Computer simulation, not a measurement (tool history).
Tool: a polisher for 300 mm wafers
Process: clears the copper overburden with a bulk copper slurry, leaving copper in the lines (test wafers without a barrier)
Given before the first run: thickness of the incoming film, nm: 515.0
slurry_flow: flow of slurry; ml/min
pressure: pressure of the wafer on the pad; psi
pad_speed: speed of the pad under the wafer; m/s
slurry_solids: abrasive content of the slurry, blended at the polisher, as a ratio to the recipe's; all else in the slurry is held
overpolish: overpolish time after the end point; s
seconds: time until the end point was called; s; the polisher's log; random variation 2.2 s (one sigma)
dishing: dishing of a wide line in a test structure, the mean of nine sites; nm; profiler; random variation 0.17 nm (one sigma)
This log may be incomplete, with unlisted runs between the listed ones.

Run 1, hour 0.0: slurry_flow 175 ml/min, pressure 2.3 psi, pad_speed 0.94 m/s, slurry_solids 1.00, overpolish 10 s. Result: seconds 79.206 s, dishing 32.0260 nm.
Run 2, hour 6.6: slurry_flow 175 ml/min, pressure 1.9 psi, pad_speed 0.92 m/s, slurry_solids 1.00, overpolish 8 s. Result: seconds 97.872 s, dishing 23.6990 nm.
Run 3, hour 12.7: slurry_flow 215 ml/min, pressure 1.9 psi, pad_speed 0.92 m/s, slurry_solids 1.00, overpolish 8 s. Result: seconds 97.127 s, dishing 24.5070 nm.
Run 4, hour 18.6: slurry_flow 235 ml/min, pressure 1.9 psi, pad_speed 0.92 m/s, slurry_solids 1.00, overpolish 8 s. Result: seconds 92.322 s, dishing 24.7460 nm.
Run 5, hour 24.7: slurry_flow 245 ml/min, pressure 1.6 psi, pad_speed 0.90 m/s, slurry_solids 1.05, overpolish 6 s. Result: seconds 111.930 s, dishing 16.9660 nm.
Run 6, hour 27.0: slurry_flow 245 ml/min, pressure 1.6 psi, pad_speed 0.90 m/s, slurry_solids 1.20, overpolish 6 s. Result: seconds 111.900 s, dishing 17.4160 nm.
Run 7, hour 33.0: slurry_flow 255 ml/min, pressure 1.4 psi, pad_speed 0.94 m/s, slurry_solids 1.30, overpolish 5 s. Result: seconds 116.500 s, dishing 14.4350 nm.
Run 8, hour 38.9: slurry_flow 260 ml/min, pressure 1.3 psi, pad_speed 0.98 m/s, slurry_solids 1.35, overpolish 4 s. Result: seconds 116.300 s, dishing 11.5250 nm.
Run 9, hour 47.4: slurry_flow 260 ml/min, pressure 1.2 psi, pad_speed 1.02 m/s, slurry_solids 1.35, overpolish 4 s. Result: seconds 121.200 s, dishing 10.7980 nm.
Run 10, hour 51.2: slurry_flow 260 ml/min, pressure 1.2 psi, pad_speed 1.06 m/s, slurry_solids 1.35, overpolish 4 s. Result: seconds 119.320 s, dishing 11.4520 nm.
Run 11, hour 57.9: slurry_flow 260 ml/min, pressure 1.2 psi, pad_speed 1.06 m/s, slurry_solids 1.35, overpolish 4 s. Result: seconds 119.040 s, dishing 11.2630 nm.
Run 12, hour 61.7: slurry_flow 265 ml/min, pressure 1.1 psi, pad_speed 1.12 m/s, slurry_solids 1.40, overpolish 4 s. Result: seconds 121.720 s, dishing 11.2450 nm.
Run 13, hour 64.8: slurry_flow 265 ml/min, pressure 1.1 psi, pad_speed 1.14 m/s, slurry_solids 1.45, overpolish 4 s. Result: seconds 118.340 s, dishing 11.5740 nm.
Run 14, hour 67.2: slurry_flow 265 ml/min, pressure 1.1 psi, pad_speed 1.14 m/s, slurry_solids 1.35, overpolish 4 s. Result: seconds 123.550 s, dishing 11.1380 nm.
Run 15, hour 73.8: slurry_flow 265 ml/min, pressure 1.1 psi, pad_speed 1.16 m/s, slurry_solids 1.40, overpolish 4 s. Result: seconds 116.060 s, dishing 11.4100 nm.
Run 16, hour 76.6: slurry_flow 265 ml/min, pressure 1.1 psi, pad_speed 1.16 m/s, slurry_solids 1.45, overpolish 4 s. Result: seconds 115.970 s, dishing 11.4080 nm.
Run 17, hour 80.9: slurry_flow 270 ml/min, pressure 1.0 psi, pad_speed 1.16 m/s, slurry_solids 1.50, overpolish 3 s. Result: seconds 122.600 s, dishing 7.9761 nm.

Forecast run 18:
Run 18, hour 84.3: slurry_flow 265 ml/min, pressure 1.0 psi, pad_speed 1.16 m/s, slurry_solids 1.50, overpolish 3 s. Result: seconds ?, dishing ?.

seconds: 126.190 s
dishing: 8.1525 nm

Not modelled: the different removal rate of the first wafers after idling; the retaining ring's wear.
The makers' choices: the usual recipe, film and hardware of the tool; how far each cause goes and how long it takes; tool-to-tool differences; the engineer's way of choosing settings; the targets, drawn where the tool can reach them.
